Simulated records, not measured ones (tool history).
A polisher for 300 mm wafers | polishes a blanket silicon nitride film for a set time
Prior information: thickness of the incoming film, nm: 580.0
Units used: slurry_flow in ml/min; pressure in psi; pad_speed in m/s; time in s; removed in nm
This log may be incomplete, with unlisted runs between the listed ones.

Run 1, hour 0.0: slurry_flow 200 ml/min, pressure 4.3 psi, pad_speed 1.34 m/s, time 51 s. Result: removed 141.950 nm.
Run 2, hour 7.4: slurry_flow 155 ml/min, pressure 4.3 psi, pad_speed 1.34 m/s, time 51 s. Result: removed 135.420 nm.
Run 3, hour 10.7: slurry_flow 155 ml/min, pressure 3.4 psi, pad_speed 1.34 m/s, time 51 s. Result: removed 118.720 nm.
Run 4, hour 17.7: slurry_flow 165 ml/min, pressure 3.9 psi, pad_speed 1.34 m/s, time 51 s. Result: removed 130.080 nm.
Run 5, hour 24.1: slurry_flow 165 ml/min, pressure 3.9 psi, pad_speed 1.04 m/s, time 51 s. Result: removed 105.930 nm.
Run 6, hour 31.7: slurry_flow 165 ml/min, pressure 3.9 psi, pad_speed 0.72 m/s, time 51 s. Result: removed 78.357 nm.
Run 7, hour 40.3: slurry_flow 170 ml/min, pressure 4.7 psi, pad_speed 0.80 m/s, time 51 s. Result: removed 95.980 nm.
Run 8, hour 48.8: slurry_flow 180 ml/min, pressure 5.2 psi, pad_speed 0.88 m/s, time 51 s. Result: removed 111.860 nm.
Run 9, hour 49.3: slurry_flow 190 ml/min, pressure 5.6 psi, pad_speed 0.94 m/s, time 51 s. Result: removed 127.360 nm.
Run 10, hour 53.3: slurry_flow 200 ml/min, pressure 5.9 psi, pad_speed 0.98 m/s, time 51 s. Result: removed 135.260 nm.
Run 11, hour 61.6: slurry_flow 200 ml/min, pressure 6.1 psi, pad_speed 1.02 m/s, time 51 s. Result: removed 142.810 nm.
Run 12, hour 68.9: slurry_flow 205 ml/min, pressure 6.3 psi, pad_speed 1.06 m/s, time 51 s. Result: removed 151.660 nm.

Predict the results of run 13:
Run 13, hour 72.4: slurry_flow 205 ml/min, pressure 6.4 psi, pad_speed 1.08 m/s, time 51 s. Result: removed ?.

{"run 13": {"removed": 158.22}}
